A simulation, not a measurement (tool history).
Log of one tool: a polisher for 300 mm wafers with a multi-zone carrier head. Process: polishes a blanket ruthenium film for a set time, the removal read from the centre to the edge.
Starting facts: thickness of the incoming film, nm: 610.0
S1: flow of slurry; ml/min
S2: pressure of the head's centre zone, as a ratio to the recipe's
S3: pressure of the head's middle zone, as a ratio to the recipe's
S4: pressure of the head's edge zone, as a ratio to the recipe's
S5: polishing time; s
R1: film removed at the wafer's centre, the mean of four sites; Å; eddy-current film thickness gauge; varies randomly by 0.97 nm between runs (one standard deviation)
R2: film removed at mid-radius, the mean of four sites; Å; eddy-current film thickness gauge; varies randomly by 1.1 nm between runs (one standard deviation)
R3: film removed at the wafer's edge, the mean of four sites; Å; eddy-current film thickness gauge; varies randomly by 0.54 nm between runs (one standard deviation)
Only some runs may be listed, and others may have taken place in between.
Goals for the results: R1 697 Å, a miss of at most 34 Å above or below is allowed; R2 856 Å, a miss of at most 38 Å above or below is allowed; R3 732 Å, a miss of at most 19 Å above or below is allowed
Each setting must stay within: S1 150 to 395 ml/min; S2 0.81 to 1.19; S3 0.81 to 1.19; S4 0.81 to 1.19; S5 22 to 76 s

run  hour   S1    S2    S3    S4  S5      R1      R2      R3
  1     0  250     1     1     1  49  563.89  573.53  560.21
  2   4.7  250     1  0.96     1  49  554.38  545.22  557.96
  3   5.8  255     1  0.99  1.02  50  574.42  574.78  589.36
  4  12.7  255     1  0.99  1.05  50  582.93  589.95  586.82
  5  15.7  255     1  0.99  1.05  42  478.41  491.63  486.26
  6  17.3  255     1  0.94  1.05  42  484.62   457.4  490.96
  7  21.6  260     1  0.97  1.07  44  498.12  501.93  519.06
  8  24.3  265  1.01     1  1.09  46  537.21  536.88  555.36

Which one of the following 4 next-run settings gets every result inside its allowed miss? There is exactly one.
  A    27  285  0.85  0.98  1.13  67   ?   ?   ?
  B    27  250  1.03  0.82  1.08  40   ?   ?   ?
  C    27  295  0.94  1.17  0.99  64   ?   ?   ?
  D    27  240     1  0.88  1.15  42   ?   ?   ?

move      R1      R2      R3
   A  676.67  772.86  816.07
   B  484.36  393.71  473.58
   C  718.41  860.67  729.55
   D  492.11   436.7  511.77
A: moves the result that the last run missed by most past its target, out the other side
B: its largest miss is bigger than the last run's
C: each result inside its tolerance
D: its largest miss is bigger than the last run's
Go with C: it meets all targets.

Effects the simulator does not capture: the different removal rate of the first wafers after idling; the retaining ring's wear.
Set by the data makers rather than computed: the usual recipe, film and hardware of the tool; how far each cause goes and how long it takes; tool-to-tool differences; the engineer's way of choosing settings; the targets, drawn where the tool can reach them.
